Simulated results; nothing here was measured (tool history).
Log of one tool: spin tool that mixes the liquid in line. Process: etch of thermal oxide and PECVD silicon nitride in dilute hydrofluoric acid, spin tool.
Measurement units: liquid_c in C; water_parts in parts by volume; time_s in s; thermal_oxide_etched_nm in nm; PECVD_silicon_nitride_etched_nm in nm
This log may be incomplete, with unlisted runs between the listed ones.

run	hour	liquid_c	water_parts	time_s	thermal_oxide_etched_nm	PECVD_silicon_nitride_etched_nm
1	0	21	215	180	3.0014	3.5325
2	5.9	22.5	210	180	3.235	3.9877
3	14.5	23.5	200	180	3.5674	4.4925
4	22.5	23.5	200	225	4.4533	5.4766
5	29.7	24	200	225	4.5453	5.6982
6	34.1	24.5	200	225	4.6663	5.9081

Expected results for the next run?
7	35.9	25	205	225	?	?

Run 7 yielded thermal_oxide_etched_nm 4.5828 nm, PECVD_silicon_nitride_etched_nm 5.9179 nm.
